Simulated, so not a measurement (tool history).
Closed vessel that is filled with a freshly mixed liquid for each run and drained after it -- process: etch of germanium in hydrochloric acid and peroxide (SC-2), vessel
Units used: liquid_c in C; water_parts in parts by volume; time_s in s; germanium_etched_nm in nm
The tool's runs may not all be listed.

run  hour  liquid_c  water_parts  time_s  germanium_etched_nm
  1   0.0      61.0           10     100               377.07
  2   3.5      64.0           10     100               409.99
  3   9.3      66.0           10     100               434.47
  4  12.4      62.5           10     100               395.09
  5  16.4      62.5            7     100               403.65
  6  19.1      58.0            7     100               354.54
  7  21.6      61.5            7     100               394.46
  8  27.6      64.0            7     100               425.15
  9  32.9      65.5            7     100               440.51
 10  38.8      67.0            7     100               463.69
 11  44.1      68.0            7     100               474.45

Run 12 is up next; what results do you expect?
 12  51.5      68.5            7     100                    ?

germanium_etched_nm: 484.13 nm
